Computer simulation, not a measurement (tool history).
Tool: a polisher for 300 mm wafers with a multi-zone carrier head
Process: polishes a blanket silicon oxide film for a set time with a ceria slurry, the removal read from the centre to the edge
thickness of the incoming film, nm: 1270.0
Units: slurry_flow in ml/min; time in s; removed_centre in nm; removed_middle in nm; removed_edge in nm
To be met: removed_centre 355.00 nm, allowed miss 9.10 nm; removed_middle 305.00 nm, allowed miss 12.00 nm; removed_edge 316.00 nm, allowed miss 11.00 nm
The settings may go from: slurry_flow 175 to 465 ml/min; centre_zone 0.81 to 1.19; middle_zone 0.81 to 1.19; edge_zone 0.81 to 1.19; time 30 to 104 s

run  hour  slurry_flow  centre_zone  middle_zone  edge_zone  time  removed_centre  removed_middle  removed_edge
  1   0.0          295         1.00         1.00       1.00    67          310.18          309.65        311.27
  2   8.6          295         1.00         1.00       1.00    76          351.57          350.52        351.37
  3  16.4          295         1.00         0.94       1.00    76          355.88          329.51        348.47
  4  25.1          295         1.05         0.94       1.00    76          371.49          330.68        352.43
  5  28.6          370         1.05         0.94       1.00    76          375.12          331.04        357.73
  6  32.3          370         1.05         1.00       1.00    76          379.83          354.59        356.31
  7  35.2          370         1.05         0.99       0.98    76          376.87          350.74        345.81
  8  41.9          370         1.05         0.98       0.97    76          378.23          342.91        358.46

Which of these 4 next moves meets every target?
  A  48.6          400         1.08         0.95       0.92    69               ?               ?             ?
  B  48.6          415         0.94         0.90       0.85    87               ?               ?             ?
  C  48.6          345         1.19         0.91       0.98    69               ?               ?             ?
  D  48.6          420         1.13         1.08       0.92    67               ?               ?             ?

move  removed_centre  removed_middle  removed_edge
   A          357.04          307.99        313.39
   B          392.32          372.44        382.14
   C          389.06          293.86        320.45
   D          364.47          334.32        304.53
A: meets every target
B: further off than the last run
C: brings the result that was furthest off to its target, and leaves another outside
D: takes the result that was furthest off past its target
Move A is the one to make.
